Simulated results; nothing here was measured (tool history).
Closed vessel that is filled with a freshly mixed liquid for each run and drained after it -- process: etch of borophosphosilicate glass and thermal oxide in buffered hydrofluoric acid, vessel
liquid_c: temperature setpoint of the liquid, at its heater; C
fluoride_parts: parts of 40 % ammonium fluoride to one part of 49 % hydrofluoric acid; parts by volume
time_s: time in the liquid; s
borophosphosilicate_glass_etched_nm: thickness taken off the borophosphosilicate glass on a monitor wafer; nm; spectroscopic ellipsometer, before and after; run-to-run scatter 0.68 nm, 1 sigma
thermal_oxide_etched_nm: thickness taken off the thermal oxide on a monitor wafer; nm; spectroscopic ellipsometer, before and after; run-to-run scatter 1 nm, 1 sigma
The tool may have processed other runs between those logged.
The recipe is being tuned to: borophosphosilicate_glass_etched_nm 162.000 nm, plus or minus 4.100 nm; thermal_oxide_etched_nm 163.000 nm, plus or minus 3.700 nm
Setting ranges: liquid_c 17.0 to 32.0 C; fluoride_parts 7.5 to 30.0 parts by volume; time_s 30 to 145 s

run  hour  liquid_c  fluoride_parts  time_s  borophosphosilicate_glass_etched_nm  thermal_oxide_etched_nm
  1   0.0      25.0            20.5      75                               46.058                   46.418
  2   8.5      26.5            17.5      80                               61.218                   62.649
  3  14.3      26.5            17.5      70                               53.956                   54.046
  4  16.3      26.5            17.5      95                               73.484                   73.778
  5  21.4      28.0            15.0      95                               92.746                   92.932
  6  24.9      31.5            15.0      95                              111.250                  111.950
  7  30.4      31.5            13.5      95                              122.690                  124.450
  8  32.6      31.5            12.5      95                              132.720                  134.970
  9  34.7      31.5            12.0      95                              138.380                  138.560
 10  37.2      31.5            11.5      95                              144.250                  144.780
 11  44.1      31.5            11.0      95                              151.540                  151.180

Of the 4 settings listed for the next run, only one would bring every result within its allowed miss of target. Which one?
  A  51.0      31.5             9.5      90                                    ?                        ?
  B  51.0      31.0            10.5     105                                    ?                        ?
  C  51.0      30.5             8.0      85                                    ?                        ?
  D  51.0      31.5            13.0     115                                    ?                        ?

move  borophosphosilicate_glass_etched_nm  thermal_oxide_etched_nm
   A                              162.450                  162.790
   B                              170.460                  170.890
   C                              171.500                  171.520
   D                              155.410                  156.010
A: all results land within tolerance of their targets
B: the result that was furthest off in the last run now lies on the other side of its target
C: the result that was furthest off in the last run now lies on the other side of its target
D: moves toward the targets from the last run without getting all of them in spec
Correct choice: A, which meets every target
